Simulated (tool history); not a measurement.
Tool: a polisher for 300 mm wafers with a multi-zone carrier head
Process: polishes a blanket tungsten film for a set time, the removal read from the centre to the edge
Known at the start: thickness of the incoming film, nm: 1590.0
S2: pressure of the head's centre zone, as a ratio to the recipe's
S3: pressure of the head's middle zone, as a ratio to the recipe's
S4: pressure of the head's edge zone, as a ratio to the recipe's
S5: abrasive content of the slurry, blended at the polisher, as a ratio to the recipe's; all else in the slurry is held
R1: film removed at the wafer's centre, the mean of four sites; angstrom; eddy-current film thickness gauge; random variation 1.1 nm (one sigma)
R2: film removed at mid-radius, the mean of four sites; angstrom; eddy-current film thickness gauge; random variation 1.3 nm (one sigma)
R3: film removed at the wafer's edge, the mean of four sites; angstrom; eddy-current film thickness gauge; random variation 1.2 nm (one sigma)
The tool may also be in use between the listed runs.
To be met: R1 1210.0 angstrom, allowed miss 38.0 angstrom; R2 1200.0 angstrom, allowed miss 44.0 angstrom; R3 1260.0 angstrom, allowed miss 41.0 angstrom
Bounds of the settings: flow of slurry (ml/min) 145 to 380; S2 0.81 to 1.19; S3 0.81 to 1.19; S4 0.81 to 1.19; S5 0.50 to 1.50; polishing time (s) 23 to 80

{"run": 1, "hour": 0.0, "flow of slurry (ml/min)": 245, "S2": 1.0, "S3": 1.0, "S4": 1.0, "S5": 1.0, "polishing time (s)": 51, "R1": 2467.5, "R2": 2484.4, "R3": 2430.1}
{"run": 2, "hour": 8.4, "flow of slurry (ml/min)": 240, "S2": 0.98, "S3": 0.98, "S4": 0.98, "S5": 0.9, "polishing time (s)": 47, "R1": 2195.3, "R2": 2175.5, "R3": 2192.5}
{"run": 3, "hour": 17.2, "flow of slurry (ml/min)": 240, "S2": 0.93, "S3": 0.98, "S4": 0.98, "S5": 0.9, "polishing time (s)": 47, "R1": 2111.8, "R2": 2188.8, "R3": 2141.4}
{"run": 4, "hour": 23.0, "flow of slurry (ml/min)": 235, "S2": 0.91, "S3": 0.96, "S4": 0.97, "S5": 0.85, "polishing time (s)": 44, "R1": 1871.2, "R2": 1996.2, "R3": 1981.6}
{"run": 5, "hour": 31.6, "flow of slurry (ml/min)": 235, "S2": 0.95, "S3": 0.96, "S4": 0.97, "S5": 0.85, "polishing time (s)": 44, "R1": 1967.9, "R2": 2015.2, "R3": 2006.5}
{"run": 6, "hour": 38.3, "flow of slurry (ml/min)": 235, "S2": 0.95, "S3": 0.94, "S4": 0.96, "S5": 0.8, "polishing time (s)": 41, "R1": 1838.4, "R2": 1837.6, "R3": 1824.2}
{"run": 7, "hour": 41.8, "flow of slurry (ml/min)": 235, "S2": 0.95, "S3": 0.94, "S4": 0.96, "S5": 0.8, "polishing time (s)": 41, "R1": 1796.8, "R2": 1796.1, "R3": 1826.3}
{"run": 8, "hour": 43.4, "flow of slurry (ml/min)": 230, "S2": 0.94, "S3": 0.92, "S4": 0.94, "S5": 0.75, "polishing time (s)": 39, "R1": 1678.6, "R2": 1680.2, "R3": 1696.5}
{"run": 9, "hour": 44.9, "flow of slurry (ml/min)": 225, "S2": 0.93, "S3": 0.9, "S4": 0.93, "S5": 0.7, "polishing time (s)": 38, "R1": 1595.9, "R2": 1572.4, "R3": 1662.3}
{"run": 10, "hour": 45.4, "flow of slurry (ml/min)": 230, "S2": 0.93, "S3": 0.9, "S4": 0.92, "S5": 0.65, "polishing time (s)": 36, "R1": 1484.6, "R2": 1461.5, "R3": 1514.0}

5 next moves are on the table. One of them brings every result within its allowed miss. Which?
{"run": "A", "hour": 45.9, "flow of slurry (ml/min)": 310, "S2": 0.88, "S3": 1.19, "S4": 0.85, "S5": 0.7, "polishing time (s)": 29, "R1": "?", "R2": "?", "R3": "?"}
{"run": "B", "hour": 45.9, "flow of slurry (ml/min)": 225, "S2": 0.88, "S3": 0.93, "S4": 0.94, "S5": 0.7, "polishing time (s)": 46, "R1": "?", "R2": "?", "R3": "?"}
{"run": "C", "hour": 45.9, "flow of slurry (ml/min)": 205, "S2": 0.94, "S3": 0.93, "S4": 0.99, "S5": 0.7, "polishing time (s)": 29, "R1": "?", "R2": "?", "R3": "?"}
{"run": "D", "hour": 45.9, "flow of slurry (ml/min)": 280, "S2": 0.9, "S3": 0.92, "S4": 0.88, "S5": 0.65, "polishing time (s)": 31, "R1": "?", "R2": "?", "R3": "?"}
{"run": "E", "hour": 45.9, "flow of slurry (ml/min)": 240, "S2": 1.02, "S3": 1.07, "S4": 0.86, "S5": 0.85, "polishing time (s)": 28, "R1": "?", "R2": "?", "R3": "?"}

move=A R1=1205.3 R2=1532.1 R3=1229.1
move=B R1=1830.1 R2=1897.3 R3=1990.8
move=C R1=1199.5 R2=1179.4 R3=1273.2
move=D R1=1279.5 R2=1286.8 R3=1313.0
move=E R1=1314.6 R2=1354.0 R3=1207.4
A: brings the result that was furthest off to its target, and leaves another outside
B: further off than the last run
C: meets every target
D: nearer than the last run, and not there yet
E: nearer than the last run, and not there yet
Move C is the one to make.
